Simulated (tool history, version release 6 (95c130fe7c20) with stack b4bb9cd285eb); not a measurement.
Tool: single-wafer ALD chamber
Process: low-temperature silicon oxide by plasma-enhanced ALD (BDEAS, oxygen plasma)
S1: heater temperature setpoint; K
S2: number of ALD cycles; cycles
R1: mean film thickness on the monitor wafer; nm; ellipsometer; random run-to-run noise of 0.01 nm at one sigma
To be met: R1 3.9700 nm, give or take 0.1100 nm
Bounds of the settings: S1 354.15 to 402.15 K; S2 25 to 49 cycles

{"run": 1, "day": 0.0, "S1": 378.15, "S2": 37, "R1": 5.412}
{"run": 2, "day": 0.167, "S1": 378.15, "S2": 40, "R1": 5.8492}
{"run": 3, "day": 0.408, "S1": 369.15, "S2": 40, "R1": 6.0396}
{"run": 4, "day": 0.65, "S1": 369.15, "S2": 43, "R1": 6.4729}
{"run": 5, "day": 0.954, "S1": 369.15, "S2": 39, "R1": 5.8597}
{"run": 6, "day": 1.204, "S1": 371.15, "S2": 37, "R1": 5.532}
{"run": 7, "day": 1.5, "S1": 373.15, "S2": 35, "R1": 5.171}
{"run": 8, "day": 1.842, "S1": 374.15, "S2": 34, "R1": 5.0353}
{"run": 9, "day": 1.988, "S1": 375.15, "S2": 33, "R1": 4.8563}
{"run": 10, "day": 2.279, "S1": 376.15, "S2": 32, "R1": 4.7231}
{"run": 11, "day": 2.354, "S1": 377.15, "S2": 31, "R1": 4.5311}
{"run": 12, "day": 2.554, "S1": 378.15, "S2": 30, "R1": 4.3923}
{"run": 13, "day": 2.675, "S1": 379.15, "S2": 30, "R1": 4.4047}
{"run": 14, "day": 3.042, "S1": 380.15, "S2": 29, "R1": 4.2428}

4 next moves are on the table. One of them brings every result within its allowed miss. Which?
{"run": "A", "day": 3.408, "S1": 381.15, "S2": 29, "R1": "?"}
{"run": "B", "day": 3.408, "S1": 381.15, "S2": 27, "R1": "?"}
{"run": "C", "day": 3.408, "S1": 384.15, "S2": 29, "R1": "?"}
{"run": "D", "day": 3.408, "S1": 378.15, "S2": 29, "R1": "?"}

move=A R1=4.2202
move=B R1=3.9292
move=C R1=4.1943
move=D R1=4.2462
A: an improvement on the last run, though not all results are within tolerance
B: hits every target within its allowed miss
C: an improvement on the last run, though not all results are within tolerance
D: as far off as the last run
B is the move that brings every result within its allowed miss.
